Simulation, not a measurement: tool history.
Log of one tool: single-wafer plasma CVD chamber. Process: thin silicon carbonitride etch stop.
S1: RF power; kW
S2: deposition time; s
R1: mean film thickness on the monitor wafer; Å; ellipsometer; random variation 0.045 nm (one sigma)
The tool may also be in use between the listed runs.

run    day     S1    S2      R1
  1  0.000  0.225  20.0  119.46
  2  0.121  0.230  20.2  121.74
  3  0.229  0.235  20.4  124.33
  4  0.550  0.240  20.5  124.60
  5  0.808  0.240  18.8  114.62
  6  1.071  0.260  18.8  116.62

Forecast run 7:
  7  1.121  0.260  18.8   ?

Run 7 gave R1 116.58 Å.
